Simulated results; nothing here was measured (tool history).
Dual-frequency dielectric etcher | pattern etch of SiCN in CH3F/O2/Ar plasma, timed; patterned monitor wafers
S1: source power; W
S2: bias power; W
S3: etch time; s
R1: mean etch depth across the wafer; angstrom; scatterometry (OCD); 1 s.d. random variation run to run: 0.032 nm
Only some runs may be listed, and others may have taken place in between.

run	hour	S1	S2	S3	R1
1	0.0	410	69	43.0	172.94
2	2.5	450	69	43.0	177.85
3	11.4	420	68	43.0	173.13
4	19.7	380	68	43.0	167.50
5	27.2	410	68	43.0	171.58
6	33.0	390	68	43.0	168.59
7	40.4	370	68	43.0	166.07

Run 8, settings as shown, results not yet in. Your forecast:
8	43.6	360	68	43.0	?

R1: 165.08 angstrom
